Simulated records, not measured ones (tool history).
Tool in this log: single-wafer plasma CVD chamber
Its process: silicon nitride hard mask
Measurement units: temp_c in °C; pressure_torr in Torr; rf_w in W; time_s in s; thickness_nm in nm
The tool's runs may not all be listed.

run,day,temp_c,pressure_torr,rf_w,time_s,thickness_nm
1,0,405,1.09,355,68.1,76.297
2,0.129,405,1.24,355,68.1,80.734
3,0.35,401,1.24,355,68.1,80.887
4,0.679,401,1.24,315,68.1,75.334
5,0.979,396,1.24,315,68.1,76.157
6,1.142,396,1.28,320,68.1,77.289
7,1.317,396,1.31,325,68.1,79.292

Run 8 comes next. What will it give?
8,1.488,396,1.34,325,68.1,?

For run 8 the tool returned thickness_nm 79.433 nm.

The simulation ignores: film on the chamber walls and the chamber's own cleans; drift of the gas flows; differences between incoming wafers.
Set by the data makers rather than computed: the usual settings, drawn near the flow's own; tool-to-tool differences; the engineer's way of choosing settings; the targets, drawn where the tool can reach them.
